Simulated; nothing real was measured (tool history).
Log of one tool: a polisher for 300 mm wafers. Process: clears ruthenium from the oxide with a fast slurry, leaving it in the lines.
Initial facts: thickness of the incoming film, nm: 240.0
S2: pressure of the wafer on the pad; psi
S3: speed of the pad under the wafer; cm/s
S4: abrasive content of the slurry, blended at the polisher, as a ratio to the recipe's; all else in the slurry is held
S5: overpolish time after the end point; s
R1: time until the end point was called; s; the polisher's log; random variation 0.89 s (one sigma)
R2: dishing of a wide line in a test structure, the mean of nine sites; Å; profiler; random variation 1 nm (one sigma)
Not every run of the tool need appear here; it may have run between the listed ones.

Run 1, day 0: flow of slurry (ml/min) 245, S2 2.4 psi, S3 96 cm/s, S4 1, S5 21 s. Result: R1 81.564 s, R2 470.09 Å.
Run 2, day 0.108: flow of slurry (ml/min) 245, S2 2.4 psi, S3 96 cm/s, S4 1, S5 29 s. Result: R1 84.023 s, R2 618.23 Å.
Run 3, day 0.217: flow of slurry (ml/min) 245, S2 2.7 psi, S3 96 cm/s, S4 1, S5 29 s. Result: R1 75.112 s, R2 666.68 Å.
Run 4, day 0.333: flow of slurry (ml/min) 245, S2 2.7 psi, S3 110 cm/s, S4 1, S5 29 s. Result: R1 65.396 s, R2 754.26 Å.
Run 5, day 0.492: flow of slurry (ml/min) 245, S2 2.7 psi, S3 110 cm/s, S4 1, S5 28 s. Result: R1 64.641 s, R2 705.92 Å.
Run 6, day 0.646: flow of slurry (ml/min) 220, S2 2.7 psi, S3 110 cm/s, S4 1, S5 28 s. Result: R1 67.153 s, R2 700.07 Å.
Run 7, day 0.933: flow of slurry (ml/min) 225, S2 2.7 psi, S3 110 cm/s, S4 1, S5 28 s. Result: R1 66.402 s, R2 720.8 Å.

What will run 8 give?
Run 8, day 1.283: flow of slurry (ml/min) 230, S2 2.7 psi, S3 110 cm/s, S4 1, S5 28 s. Result: R1 ?, R2 ?.

R1: 66.683 s
R2: 712.6 Å
